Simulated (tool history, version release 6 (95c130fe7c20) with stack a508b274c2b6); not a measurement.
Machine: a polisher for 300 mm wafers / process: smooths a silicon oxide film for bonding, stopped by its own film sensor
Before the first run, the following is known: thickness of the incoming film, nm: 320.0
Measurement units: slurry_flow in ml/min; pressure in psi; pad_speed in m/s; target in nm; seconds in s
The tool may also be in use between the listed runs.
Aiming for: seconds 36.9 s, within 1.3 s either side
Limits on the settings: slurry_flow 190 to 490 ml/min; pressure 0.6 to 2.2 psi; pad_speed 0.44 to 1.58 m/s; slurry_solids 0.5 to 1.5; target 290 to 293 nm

{"run": 1, "hour": 0.0, "slurry_flow": 315, "pressure": 1.4, "pad_speed": 1, "slurry_solids": 1, "target": 290, "seconds": 54.052}
{"run": 2, "hour": 7.4, "slurry_flow": 350, "pressure": 1.4, "pad_speed": 1, "slurry_solids": 1, "target": 290, "seconds": 53.925}
{"run": 3, "hour": 13.2, "slurry_flow": 390, "pressure": 1.4, "pad_speed": 1, "slurry_solids": 1, "target": 290, "seconds": 53.838}
{"run": 4, "hour": 14.0, "slurry_flow": 390, "pressure": 1.5, "pad_speed": 1, "slurry_solids": 1, "target": 290, "seconds": 51.387}
{"run": 5, "hour": 17.1, "slurry_flow": 390, "pressure": 1.7, "pad_speed": 1, "slurry_solids": 1, "target": 290, "seconds": 47.547}
{"run": 6, "hour": 18.8, "slurry_flow": 325, "pressure": 1.7, "pad_speed": 1, "slurry_solids": 1, "target": 290, "seconds": 46.976}
{"run": 7, "hour": 25.4, "slurry_flow": 325, "pressure": 1.8, "pad_speed": 1, "slurry_solids": 1, "target": 290, "seconds": 45.224}
{"run": 8, "hour": 31.5, "slurry_flow": 325, "pressure": 1.9, "pad_speed": 1.02, "slurry_solids": 1, "target": 290, "seconds": 42.146}
{"run": 9, "hour": 32.5, "slurry_flow": 325, "pressure": 2, "pad_speed": 1.02, "slurry_solids": 1, "target": 290, "seconds": 41.313}
{"run": 10, "hour": 36.2, "slurry_flow": 325, "pressure": 2.1, "pad_speed": 1.04, "slurry_solids": 1, "target": 290, "seconds": 38.999}

Which one of the following 4 next-run settings gets every result inside its allowed miss? There is exactly one.
{"run": "A", "hour": 39.9, "slurry_flow": 330, "pressure": 1.9, "pad_speed": 1.04, "slurry_solids": 1, "target": 290, "seconds": "?"}
{"run": "B", "hour": 39.9, "slurry_flow": 310, "pressure": 2.2, "pad_speed": 0.88, "slurry_solids": 0.9, "target": 292, "seconds": "?"}
{"run": "C", "hour": 39.9, "slurry_flow": 305, "pressure": 2, "pad_speed": 0.8, "slurry_solids": 1.1, "target": 292, "seconds": "?"}
{"run": "D", "hour": 39.9, "slurry_flow": 310, "pressure": 2.2, "pad_speed": 0.98, "slurry_solids": 0.9, "target": 293, "seconds": "?"}

move=A seconds=42.291
move=B seconds=40.874
move=C seconds=43.387
move=D seconds=36.813
A: further off than the last run
B: further off than the last run
C: further off than the last run
D: every result lands within tolerance
The move that meets every target is D.

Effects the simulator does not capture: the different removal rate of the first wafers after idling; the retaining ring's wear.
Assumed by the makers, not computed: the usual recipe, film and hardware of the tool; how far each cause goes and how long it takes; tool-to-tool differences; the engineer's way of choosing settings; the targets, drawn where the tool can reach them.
